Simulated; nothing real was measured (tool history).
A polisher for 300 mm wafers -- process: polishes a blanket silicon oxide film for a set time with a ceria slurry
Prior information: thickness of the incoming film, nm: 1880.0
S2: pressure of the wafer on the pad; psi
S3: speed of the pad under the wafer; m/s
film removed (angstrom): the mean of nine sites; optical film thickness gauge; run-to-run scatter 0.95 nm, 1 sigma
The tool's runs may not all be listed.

{"run": 1, "hour": 0.0, "flow of slurry (ml/min)": 215, "S2": 2.0, "S3": 0.94, "polishing time (s)": 22, "film removed (angstrom)": 574.22}
{"run": 2, "hour": 4.9, "flow of slurry (ml/min)": 215, "S2": 2.0, "S3": 0.94, "polishing time (s)": 22, "film removed (angstrom)": 580.08}
{"run": 3, "hour": 9.4, "flow of slurry (ml/min)": 215, "S2": 2.3, "S3": 0.94, "polishing time (s)": 22, "film removed (angstrom)": 676.04}
{"run": 4, "hour": 10.9, "flow of slurry (ml/min)": 215, "S2": 2.3, "S3": 0.94, "polishing time (s)": 20, "film removed (angstrom)": 597.21}
{"run": 5, "hour": 19.4, "flow of slurry (ml/min)": 215, "S2": 2.5, "S3": 0.94, "polishing time (s)": 20, "film removed (angstrom)": 648.85}
{"run": 6, "hour": 21.4, "flow of slurry (ml/min)": 215, "S2": 2.6, "S3": 0.94, "polishing time (s)": 20, "film removed (angstrom)": 678.69}
{"run": 7, "hour": 26.4, "flow of slurry (ml/min)": 215, "S2": 2.6, "S3": 0.94, "polishing time (s)": 20, "film removed (angstrom)": 675.0}

For run 8, what comes out?
{"run": 8, "hour": 34.8, "flow of slurry (ml/min)": 215, "S2": 2.7, "S3": 0.94, "polishing time (s)": 20, "film removed (angstrom)": "?"}

film removed (angstrom): 700.74
